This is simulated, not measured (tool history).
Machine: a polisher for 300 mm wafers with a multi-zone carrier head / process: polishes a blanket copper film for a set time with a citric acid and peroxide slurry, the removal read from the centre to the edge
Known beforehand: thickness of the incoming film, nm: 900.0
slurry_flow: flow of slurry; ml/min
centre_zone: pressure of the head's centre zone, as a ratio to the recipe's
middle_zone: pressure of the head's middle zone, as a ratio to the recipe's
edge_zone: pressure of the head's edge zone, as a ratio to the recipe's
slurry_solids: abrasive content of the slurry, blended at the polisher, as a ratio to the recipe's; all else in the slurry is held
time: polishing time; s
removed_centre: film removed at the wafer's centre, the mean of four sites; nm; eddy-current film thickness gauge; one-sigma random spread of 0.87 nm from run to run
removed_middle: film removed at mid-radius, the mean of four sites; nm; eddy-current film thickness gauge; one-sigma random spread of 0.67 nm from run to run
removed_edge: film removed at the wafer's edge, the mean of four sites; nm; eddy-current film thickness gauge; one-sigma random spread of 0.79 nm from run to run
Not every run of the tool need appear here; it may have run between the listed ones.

run,day,slurry_flow,centre_zone,middle_zone,edge_zone,slurry_solids,time,removed_centre,removed_middle,removed_edge
1,0.000,220,1.00,1.00,1.00,1.00,56,78.181,80.324,78.893
2,0.092,220,1.02,0.97,0.98,0.90,53,75.634,71.235,70.463
3,0.346,215,1.00,0.94,0.97,0.80,52,69.008,65.257,68.079
4,0.521,215,1.08,0.94,0.97,0.80,52,72.335,66.163,68.637
5,0.675,220,1.08,0.93,0.94,0.70,51,67.504,61.447,61.384
6,0.804,220,1.03,0.93,0.94,0.70,51,65.146,61.087,62.087
7,0.992,205,1.06,0.84,0.86,0.50,49,54.217,45.261,48.402
8,1.296,215,1.07,0.85,0.88,0.50,49,56.257,47.138,50.477
9,1.338,275,1.09,0.90,0.93,0.50,49,58.369,48.798,52.925
10,1.404,275,1.10,0.95,0.93,0.65,50,66.780,61.054,59.619
11,1.512,275,1.09,0.93,0.92,0.65,50,66.441,58.136,59.706
12,1.546,270,1.08,0.92,0.91,0.65,50,66.061,58.568,59.898

The next listed run, before its measurement:
13,1.608,265,1.08,0.91,0.90,0.65,50,?,?,?

{"run 13": {"removed_centre": 67.765, "removed_middle": 57.88, "removed_edge": 59.716}}
